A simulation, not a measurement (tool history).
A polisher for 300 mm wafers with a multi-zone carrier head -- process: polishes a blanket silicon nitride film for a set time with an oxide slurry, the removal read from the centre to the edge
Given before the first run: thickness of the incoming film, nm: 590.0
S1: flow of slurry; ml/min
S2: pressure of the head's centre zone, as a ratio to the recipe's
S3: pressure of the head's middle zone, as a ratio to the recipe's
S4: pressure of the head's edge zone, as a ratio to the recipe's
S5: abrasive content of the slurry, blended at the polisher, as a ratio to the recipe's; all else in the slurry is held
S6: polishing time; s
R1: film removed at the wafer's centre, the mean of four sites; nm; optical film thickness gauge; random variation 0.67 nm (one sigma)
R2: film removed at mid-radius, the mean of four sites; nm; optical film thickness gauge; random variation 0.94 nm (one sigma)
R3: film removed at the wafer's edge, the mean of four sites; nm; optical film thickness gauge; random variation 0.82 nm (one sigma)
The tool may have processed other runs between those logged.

{"run": 1, "hour": 0.0, "S1": 300, "S2": 1.0, "S3": 1.0, "S4": 1.0, "S5": 1.0, "S6": 87, "R1": 46.652, "R2": 46.596, "R3": 47.718}
{"run": 2, "hour": 7.6, "S1": 300, "S2": 1.0, "S3": 1.08, "S4": 1.0, "S5": 1.0, "S6": 87, "R1": 46.784, "R2": 50.083, "R3": 46.684}
{"run": 3, "hour": 8.5, "S1": 300, "S2": 0.94, "S3": 1.08, "S4": 1.0, "S5": 1.0, "S6": 87, "R1": 45.035, "R2": 49.966, "R3": 46.573}
{"run": 4, "hour": 17.0, "S1": 300, "S2": 0.95, "S3": 1.09, "S4": 1.01, "S5": 1.1, "S6": 87, "R1": 47.586, "R2": 52.135, "R3": 49.313}
{"run": 5, "hour": 24.8, "S1": 300, "S2": 1.01, "S3": 1.09, "S4": 1.01, "S5": 1.1, "S6": 87, "R1": 49.852, "R2": 51.86, "R3": 48.206}
{"run": 6, "hour": 28.2, "S1": 300, "S2": 1.06, "S3": 1.09, "S4": 1.01, "S5": 1.1, "S6": 87, "R1": 50.478, "R2": 51.318, "R3": 48.485}
{"run": 7, "hour": 28.9, "S1": 300, "S2": 1.04, "S3": 1.11, "S4": 1.02, "S5": 1.15, "S6": 88, "R1": 50.33, "R2": 54.726, "R3": 49.441}
{"run": 8, "hour": 35.8, "S1": 300, "S2": 1.04, "S3": 1.11, "S4": 1.02, "S5": 1.2, "S6": 89, "R1": 52.172, "R2": 56.456, "R3": 50.047}
{"run": 9, "hour": 43.0, "S1": 300, "S2": 1.04, "S3": 1.1, "S4": 1.03, "S5": 1.25, "S6": 90, "R1": 53.843, "R2": 56.184, "R3": 53.27}
{"run": 10, "hour": 51.7, "S1": 300, "S2": 1.04, "S3": 1.11, "S4": 1.03, "S5": 1.3, "S6": 91, "R1": 55.649, "R2": 58.405, "R3": 53.411}
{"run": 11, "hour": 54.4, "S1": 300, "S2": 1.03, "S3": 1.12, "S4": 1.04, "S5": 1.35, "S6": 92, "R1": 55.367, "R2": 58.156, "R3": 54.143}

What will run 12 give?
{"run": 12, "hour": 62.2, "S1": 300, "S2": 1.02, "S3": 1.13, "S4": 1.04, "S5": 1.35, "S6": 94, "R1": "?", "R2": "?", "R3": "?"}

R1: 56.546 nm
R2: 60.231 nm
R3: 56.429 nm
